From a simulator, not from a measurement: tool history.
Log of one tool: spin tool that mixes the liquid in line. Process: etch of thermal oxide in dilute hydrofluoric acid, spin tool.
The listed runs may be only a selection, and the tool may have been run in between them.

run    day  temperature setpoint of the liquid (K)  parts of water to one part of 49 % hydrofluoric acid (parts by volume)  time under the liquid (s)  thickness taken off the thermal oxide on a monitor wafer (Å)
  1      0                                  296.15                                                                     245                        315                                                        55.173
  2   0.35                                  298.15                                                                     200                        315                                                        77.745
  3  0.571                                  299.65                                                                     175                        315                                                        93.617
  4  0.912                                  300.65                                                                     155                        315                                                         114.8
  5  1.275                                  301.65                                                                     145                        315                                                        127.83
  6  1.433                                  301.65                                                                     180                        315                                                        98.375
  7  1.762                                  302.15                                                                     160                        315                                                        115.73
  8  2.121                                  302.65                                                                     145                        315                                                        133.88
  9  2.379                                  303.15                                                                     135                        315                                                        148.22

What does the tool deliver on the next run?
 10  2.679                                  303.15                                                                     130                        315                                                             ?

Run 10 yielded thickness taken off the thermal oxide on a monitor wafer (Å) 153.36.
